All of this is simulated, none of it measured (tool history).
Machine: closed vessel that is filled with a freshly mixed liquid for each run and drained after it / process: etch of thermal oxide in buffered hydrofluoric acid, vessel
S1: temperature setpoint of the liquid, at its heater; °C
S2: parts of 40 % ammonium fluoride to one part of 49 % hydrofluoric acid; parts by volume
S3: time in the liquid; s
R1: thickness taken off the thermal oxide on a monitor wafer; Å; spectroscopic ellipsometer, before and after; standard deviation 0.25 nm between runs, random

{"run": 1, "hour": 0.0, "S1": 24, "S2": 20, "S3": 30, "R1": 156.68}
{"run": 2, "hour": 5.3, "S1": 26.5, "S2": 19, "S3": 30, "R1": 183.44}
{"run": 3, "hour": 8.6, "S1": 24.5, "S2": 19, "S3": 30, "R1": 167.06}
{"run": 4, "hour": 10.8, "S1": 24.5, "S2": 19, "S3": 30, "R1": 170.03}
{"run": 5, "hour": 15.7, "S1": 27, "S2": 19, "S3": 30, "R1": 193.35}
{"run": 6, "hour": 22.4, "S1": 27, "S2": 16, "S3": 30, "R1": 227.2}
{"run": 7, "hour": 30.0, "S1": 28, "S2": 16, "S3": 30, "R1": 238.5}
{"run": 8, "hour": 38.8, "S1": 29, "S2": 16, "S3": 30, "R1": 249.53}

Run 9 has not been measured yet. What should we expect?
{"run": 9, "hour": 44.6, "S1": 29.5, "S2": 16, "S3": 30, "R1": "?"}

R1: 258.89 Å
